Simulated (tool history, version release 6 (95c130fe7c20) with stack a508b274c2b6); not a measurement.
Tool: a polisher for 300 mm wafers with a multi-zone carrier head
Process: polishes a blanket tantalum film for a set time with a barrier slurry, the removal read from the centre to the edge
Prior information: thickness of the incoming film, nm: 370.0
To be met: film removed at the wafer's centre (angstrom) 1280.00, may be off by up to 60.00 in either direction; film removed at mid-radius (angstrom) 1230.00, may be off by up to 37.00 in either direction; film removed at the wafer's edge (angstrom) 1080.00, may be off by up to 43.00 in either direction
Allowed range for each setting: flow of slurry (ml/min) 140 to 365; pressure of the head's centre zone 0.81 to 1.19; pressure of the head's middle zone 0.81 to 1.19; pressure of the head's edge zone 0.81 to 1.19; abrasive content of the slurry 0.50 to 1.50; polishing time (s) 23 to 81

run,hour,flow of slurry (ml/min),pressure of the head's centre zone,pressure of the head's middle zone,pressure of the head's edge zone,abrasive content of the slurry,polishing time (s),film removed at the wafer's centre (angstrom),film removed at mid-radius (angstrom),film removed at the wafer's edge (angstrom)
1,0.0,235,1.00,1.00,1.00,1.00,52,1045.70,1009.90,993.75
2,1.5,235,1.00,1.00,1.00,1.15,52,1085.10,1047.50,1049.60
3,4.9,235,1.00,1.00,1.00,1.15,42,869.76,841.67,843.94
4,10.8,235,1.00,1.00,1.00,1.15,35,737.92,707.48,690.21
5,18.5,235,1.00,1.00,1.00,1.15,24,493.57,482.14,479.23
6,23.9,245,1.02,1.03,1.01,1.20,28,593.38,597.14,573.67
7,32.2,250,1.05,1.04,1.00,1.25,31,708.06,659.61,624.16
8,40.7,250,1.05,1.04,1.00,1.25,31,693.72,666.09,636.53
9,47.5,260,1.07,1.06,1.01,1.30,33,748.16,735.17,670.02
10,50.4,260,1.08,1.06,1.01,1.35,36,829.83,806.99,759.94
11,57.9,315,1.18,1.16,0.97,1.50,48,1265.10,1205.40,1019.50

Next run, 4 choices. One meets every target within its allowed miss, the rest don't. Which?
A,65.4,320,1.16,1.15,0.99,1.35,51,?,?,?
B,65.4,320,1.11,1.00,1.03,1.50,53,?,?,?
C,65.4,345,1.19,1.16,0.98,1.45,46,?,?,?
D,65.4,300,1.02,1.02,1.08,1.50,52,?,?,?

move,film removed at the wafer's centre (angstrom),film removed at mid-radius (angstrom),film removed at the wafer's edge (angstrom)
A,1287.90,1238.90,1060.70
B,1309.80,1169.00,1151.60
C,1217.60,1150.00,971.13
D,1176.50,1160.60,1151.70
A: all results in spec
B: takes the biggest miss from the last run beyond its target
C: further off than the last run
D: takes the biggest miss from the last run beyond its target
The move that meets every target is A.

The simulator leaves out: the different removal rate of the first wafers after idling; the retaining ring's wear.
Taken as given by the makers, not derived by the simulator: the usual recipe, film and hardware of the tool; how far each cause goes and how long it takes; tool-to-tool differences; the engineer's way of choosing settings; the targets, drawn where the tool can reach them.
